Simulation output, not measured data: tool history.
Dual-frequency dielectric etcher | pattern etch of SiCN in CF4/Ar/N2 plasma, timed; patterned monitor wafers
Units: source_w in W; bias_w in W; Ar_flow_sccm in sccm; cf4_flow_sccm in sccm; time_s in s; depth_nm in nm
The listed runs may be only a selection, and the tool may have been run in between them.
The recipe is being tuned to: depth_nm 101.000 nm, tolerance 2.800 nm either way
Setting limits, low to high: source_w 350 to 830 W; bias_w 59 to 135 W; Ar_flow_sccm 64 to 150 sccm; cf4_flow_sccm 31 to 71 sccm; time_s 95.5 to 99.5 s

{"run": 1, "hour": 0.0, "source_w": 590, "bias_w": 97, "Ar_flow_sccm": 107, "cf4_flow_sccm": 51, "time_s": 95.5, "depth_nm": 122.42}
{"run": 2, "hour": 7.4, "source_w": 570, "bias_w": 96, "Ar_flow_sccm": 107, "cf4_flow_sccm": 51, "time_s": 95.5, "depth_nm": 118.05}
{"run": 3, "hour": 11.1, "source_w": 570, "bias_w": 96, "Ar_flow_sccm": 107, "cf4_flow_sccm": 55, "time_s": 95.5, "depth_nm": 119.42}
{"run": 4, "hour": 15.7, "source_w": 570, "bias_w": 96, "Ar_flow_sccm": 107, "cf4_flow_sccm": 50, "time_s": 95.5, "depth_nm": 117.17}
{"hour": 22.9, "done": "bias power generator calibrated"}
{"run": 5, "hour": 22.9, "source_w": 550, "bias_w": 96, "Ar_flow_sccm": 107, "cf4_flow_sccm": 50, "time_s": 95.5, "depth_nm": 110.84}
{"run": 6, "hour": 25.5, "source_w": 540, "bias_w": 96, "Ar_flow_sccm": 107, "cf4_flow_sccm": 50, "time_s": 95.5, "depth_nm": 109.61}
{"run": 7, "hour": 28.6, "source_w": 530, "bias_w": 96, "Ar_flow_sccm": 107, "cf4_flow_sccm": 50, "time_s": 95.5, "depth_nm": 107.26}
{"run": 8, "hour": 33.0, "source_w": 490, "bias_w": 95, "Ar_flow_sccm": 107, "cf4_flow_sccm": 50, "time_s": 95.5, "depth_nm": 97.808}

5 next moves are on the table. One of them brings every result within its allowed miss. Which?
{"run": "A", "hour": 37.4, "source_w": 510, "bias_w": 92, "Ar_flow_sccm": 102, "cf4_flow_sccm": 52, "time_s": 99.0, "depth_nm": "?"}
{"run": "B", "hour": 37.4, "source_w": 570, "bias_w": 83, "Ar_flow_sccm": 114, "cf4_flow_sccm": 47, "time_s": 97.5, "depth_nm": "?"}
{"run": "C", "hour": 37.4, "source_w": 480, "bias_w": 97, "Ar_flow_sccm": 105, "cf4_flow_sccm": 67, "time_s": 99.5, "depth_nm": "?"}
{"run": "D", "hour": 37.4, "source_w": 510, "bias_w": 89, "Ar_flow_sccm": 105, "cf4_flow_sccm": 53, "time_s": 99.5, "depth_nm": "?"}
{"run": "E", "hour": 37.4, "source_w": 530, "bias_w": 88, "Ar_flow_sccm": 105, "cf4_flow_sccm": 46, "time_s": 95.5, "depth_nm": "?"}

move=A depth_nm=106.100
move=B depth_nm=108.420
move=C depth_nm=105.700
move=D depth_nm=104.960
move=E depth_nm=101.960
A: carries the result that was furthest off beyond its target, to the other side
B: carries the result that was furthest off beyond its target, to the other side
C: carries the result that was furthest off beyond its target, to the other side
D: carries the result that was furthest off beyond its target, to the other side
E: all results land within tolerance of their targets
The right move is E.

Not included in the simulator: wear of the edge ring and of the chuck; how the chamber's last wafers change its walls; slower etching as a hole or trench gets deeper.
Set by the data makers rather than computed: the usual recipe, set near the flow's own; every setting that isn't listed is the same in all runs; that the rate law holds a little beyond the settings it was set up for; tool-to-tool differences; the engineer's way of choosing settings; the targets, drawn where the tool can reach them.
